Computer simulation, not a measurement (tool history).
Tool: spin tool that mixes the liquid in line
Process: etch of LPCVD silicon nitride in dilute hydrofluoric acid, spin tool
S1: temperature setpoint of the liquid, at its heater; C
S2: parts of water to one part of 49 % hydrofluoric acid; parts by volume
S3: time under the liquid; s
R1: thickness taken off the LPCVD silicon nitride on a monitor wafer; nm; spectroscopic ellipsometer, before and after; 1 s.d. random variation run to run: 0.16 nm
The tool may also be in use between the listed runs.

run,day,S1,S2,S3,R1
1,0.000,24.0,80,300,2.6024
2,0.242,25.5,65,300,3.6127
3,0.350,25.5,65,300,3.5217
4,0.671,27.0,65,300,4.0703
5,0.754,28.0,60,300,4.5218
6,0.938,29.0,55,300,5.3152
7,1.246,29.5,50,300,6.0706

What does the tool deliver on the next run?
8,1.371,30.0,50,300,?

R1: 6.3218 nm
